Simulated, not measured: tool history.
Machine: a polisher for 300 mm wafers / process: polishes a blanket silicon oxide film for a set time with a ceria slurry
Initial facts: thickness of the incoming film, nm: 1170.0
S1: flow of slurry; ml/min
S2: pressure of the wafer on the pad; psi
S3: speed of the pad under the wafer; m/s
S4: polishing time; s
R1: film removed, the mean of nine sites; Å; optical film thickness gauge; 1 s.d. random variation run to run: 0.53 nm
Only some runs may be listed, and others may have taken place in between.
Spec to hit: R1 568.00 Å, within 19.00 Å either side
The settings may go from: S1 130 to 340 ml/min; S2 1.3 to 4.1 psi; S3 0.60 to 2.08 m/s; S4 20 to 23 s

Run 1, hour 0.0: S1 220 ml/min, S2 2.7 psi, S3 1.34 m/s, S4 23 s. Result: R1 1004.70 Å.
Run 2, hour 3.9: S1 220 ml/min, S2 2.2 psi, S3 1.32 m/s, S4 23 s. Result: R1 821.51 Å.
Run 3, hour 5.9: S1 220 ml/min, S2 2.8 psi, S3 1.32 m/s, S4 23 s. Result: R1 1013.90 Å.
Run 4, hour 13.7: S1 220 ml/min, S2 2.3 psi, S3 1.30 m/s, S4 23 s. Result: R1 824.40 Å.
Run 5, hour 21.4: S1 220 ml/min, S2 2.9 psi, S3 1.30 m/s, S4 23 s. Result: R1 1067.80 Å.
Run 6, hour 25.1: S1 220 ml/min, S2 2.9 psi, S3 1.30 m/s, S4 23 s. Result: R1 1064.80 Å.
Run 7, hour 26.3: S1 220 ml/min, S2 2.4 psi, S3 1.28 m/s, S4 23 s. Result: R1 859.38 Å.
Run 8, hour 30.6: S1 220 ml/min, S2 2.1 psi, S3 1.28 m/s, S4 23 s. Result: R1 754.12 Å.
Run 9, hour 33.8: S1 220 ml/min, S2 1.9 psi, S3 1.28 m/s, S4 23 s. Result: R1 689.08 Å.
Run 10, hour 36.8: S1 220 ml/min, S2 1.8 psi, S3 1.28 m/s, S4 23 s. Result: R1 662.80 Å.
Run 11, hour 39.0: S1 220 ml/min, S2 1.7 psi, S3 1.28 m/s, S4 23 s. Result: R1 632.82 Å.

Next run, 4 choices. One meets every target within its allowed miss, the rest don't. Which?
Run A, hour 41.2: S1 280 ml/min, S2 1.3 psi, S3 1.56 m/s, S4 23 s. Result: R1 ?.
Run B, hour 41.2: S1 220 ml/min, S2 2.1 psi, S3 0.82 m/s, S4 21 s. Result: R1 ?.
Run C, hour 41.2: S1 215 ml/min, S2 1.6 psi, S3 1.28 m/s, S4 20 s. Result: R1 ?.
Run D, hour 41.2: S1 185 ml/min, S2 1.8 psi, S3 0.98 m/s, S4 23 s. Result: R1 ?.

move      R1
   A  571.17
   B  526.79
   C  510.06
   D  539.59
A: all results in spec
B: takes the biggest miss from the last run beyond its target
C: takes the biggest miss from the last run beyond its target
D: takes the biggest miss from the last run beyond its target
A is the move that brings every result within its allowed miss.
